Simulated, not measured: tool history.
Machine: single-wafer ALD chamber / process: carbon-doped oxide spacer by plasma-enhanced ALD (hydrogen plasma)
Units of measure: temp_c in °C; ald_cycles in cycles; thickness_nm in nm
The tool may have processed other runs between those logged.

run,hour,temp_c,ald_cycles,thickness_nm
1,0.0,390,249,13.092
2,5.3,397,249,13.059
3,8.5,405,249,12.901
4,15.5,396,249,13.131
5,16.1,396,238,12.496
6,22.7,396,229,12.049
7,25.4,396,222,11.603
8,32.5,396,217,11.460

Estimate the outcome of run 9 from the log above:
9,40.7,396,212,?

Run 9 gave thickness_nm 11.147 nm.
